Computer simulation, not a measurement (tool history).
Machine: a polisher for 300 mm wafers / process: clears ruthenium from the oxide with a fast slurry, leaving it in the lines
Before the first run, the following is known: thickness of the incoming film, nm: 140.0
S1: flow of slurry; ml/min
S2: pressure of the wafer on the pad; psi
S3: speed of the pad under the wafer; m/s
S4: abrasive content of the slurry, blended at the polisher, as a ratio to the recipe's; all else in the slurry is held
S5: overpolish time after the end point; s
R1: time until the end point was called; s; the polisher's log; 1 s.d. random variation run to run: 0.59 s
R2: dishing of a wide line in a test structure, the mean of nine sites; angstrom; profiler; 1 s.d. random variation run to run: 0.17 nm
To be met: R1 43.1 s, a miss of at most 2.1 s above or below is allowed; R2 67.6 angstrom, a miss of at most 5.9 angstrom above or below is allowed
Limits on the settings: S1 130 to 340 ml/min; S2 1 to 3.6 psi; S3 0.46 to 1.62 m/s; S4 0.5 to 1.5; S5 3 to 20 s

Run 1, hour 0: S1 220 ml/min, S2 2.3 psi, S3 1.04 m/s, S4 1, S5 10 s. Result: R1 39.932 s, R2 167.77 angstrom.
Run 2, hour 0.6: S1 220 ml/min, S2 2.3 psi, S3 1.04 m/s, S4 1, S5 8 s. Result: R1 38.377 s, R2 144.05 angstrom.
Run 3, hour 7.4: S1 220 ml/min, S2 2.1 psi, S3 1.04 m/s, S4 1, S5 6 s. Result: R1 41.732 s, R2 120.38 angstrom.
Run 4, hour 12.4: S1 220 ml/min, S2 1.9 psi, S3 1.1 m/s, S4 1, S5 5 s. Result: R1 43.31 s, R2 99.475 angstrom.
Run 5, hour 20.4: S1 220 ml/min, S2 1.9 psi, S3 1.1 m/s, S4 1, S5 7 s. Result: R1 42.94 s, R2 122.93 angstrom.
Run 6, hour 21.9: S1 220 ml/min, S2 1.9 psi, S3 1.2 m/s, S4 1, S5 7 s. Result: R1 40.065 s, R2 134.91 angstrom.
Run 7, hour 29.1: S1 260 ml/min, S2 1.9 psi, S3 1.04 m/s, S4 1.15, S5 6 s. Result: R1 41.33 s, R2 123.07 angstrom.
Run 8, hour 32.9: S1 220 ml/min, S2 2.1 psi, S3 1.06 m/s, S4 0.95, S5 5 s. Result: R1 41.949 s, R2 101.72 angstrom.
Run 9, hour 38.2: S1 225 ml/min, S2 2.3 psi, S3 1.04 m/s, S4 0.8, S5 4 s. Result: R1 44.96 s, R2 83.987 angstrom.
Run 10, hour 43.1: S1 230 ml/min, S2 2.5 psi, S3 1.04 m/s, S4 0.7, S5 4 s. Result: R1 45.424 s, R2 80.559 angstrom.
Run 11, hour 44.4: S1 230 ml/min, S2 2.5 psi, S3 1.04 m/s, S4 0.7, S5 4 s. Result: R1 46.212 s, R2 82.298 angstrom.
Run 12, hour 47.7: S1 215 ml/min, S2 2.7 psi, S3 1.04 m/s, S4 0.65, S5 4 s. Result: R1 46.568 s, R2 79.904 angstrom.
Run 13, hour 54.6: S1 250 ml/min, S2 2.7 psi, S3 1.04 m/s, S4 0.6, S5 4 s. Result: R1 48.421 s, R2 77.796 angstrom.
Run 14, hour 60: S1 215 ml/min, S2 2.8 psi, S3 1.04 m/s, S4 0.55, S5 4 s. Result: R1 52.316 s, R2 74.693 angstrom.

Exercise: of the 4 proposed moves below, exactly one satisfies all targets within the stated allowed misses. Which move is it?
Run A, hour 65.4: S1 185 ml/min, S2 2.3 psi, S3 0.94 m/s, S4 0.5, S5 7 s. Result: R1 ?, R2 ?.
Run B, hour 65.4: S1 255 ml/min, S2 2.7 psi, S3 1.14 m/s, S4 0.55, S5 3 s. Result: R1 ?, R2 ?.
Run C, hour 65.4: S1 205 ml/min, S2 2.6 psi, S3 1.12 m/s, S4 0.5, S5 4 s. Result: R1 ?, R2 ?.
Run D, hour 65.4: S1 240 ml/min, S2 2.2 psi, S3 1.18 m/s, S4 0.75, S5 3 s. Result: R1 ?, R2 ?.

move      R1      R2
   A  73.567   90.04
   B  49.653  61.848
   C  58.263  68.966
   D   43.94  68.644
A: its largest miss is bigger than the last run's
B: nearer the targets than the last run, but a result is still out of spec
C: its largest miss is bigger than the last run's
D: meets every target
D meets every target.

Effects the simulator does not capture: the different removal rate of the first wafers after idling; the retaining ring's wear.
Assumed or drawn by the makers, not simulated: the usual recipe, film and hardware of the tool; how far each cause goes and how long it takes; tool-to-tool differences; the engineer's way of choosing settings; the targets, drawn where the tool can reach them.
